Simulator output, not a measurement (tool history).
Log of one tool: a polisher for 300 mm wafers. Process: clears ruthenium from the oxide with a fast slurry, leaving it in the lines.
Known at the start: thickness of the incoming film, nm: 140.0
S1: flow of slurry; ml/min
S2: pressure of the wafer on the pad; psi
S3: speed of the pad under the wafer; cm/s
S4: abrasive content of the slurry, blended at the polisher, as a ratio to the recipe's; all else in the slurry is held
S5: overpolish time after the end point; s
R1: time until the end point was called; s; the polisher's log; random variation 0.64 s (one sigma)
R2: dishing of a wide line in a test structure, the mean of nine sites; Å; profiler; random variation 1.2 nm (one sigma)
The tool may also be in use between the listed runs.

run	day	S1	S2	S3	S4	S5	R1	R2
1	0.000	280	2.0	120	1.0	27	40.668	655.21
2	0.296	280	1.8	120	1.0	27	45.487	623.94
3	0.433	280	1.8	120	0.9	27	47.140	586.42
4	0.529	280	1.7	120	0.9	27	49.929	583.73
5	0.833	280	1.7	136	0.9	27	46.250	584.63
6	0.942	280	1.7	136	0.9	38	46.290	765.14
7	1.017	280	1.6	136	0.9	36	48.018	699.90
8	1.246	275	1.0	132	0.9	31	77.460	433.79
9	1.325	280	1.0	132	0.9	31	76.963	464.60
10	1.608	305	1.3	132	0.9	29	60.014	543.31
11	1.642	295	1.3	132	0.9	30	60.342	553.18

Run 12 comes next. What will it give?
12	1.700	285	1.3	132	0.9	31	?	?

Run 12 gave R1 60.641 s, R2 559.46 Å.
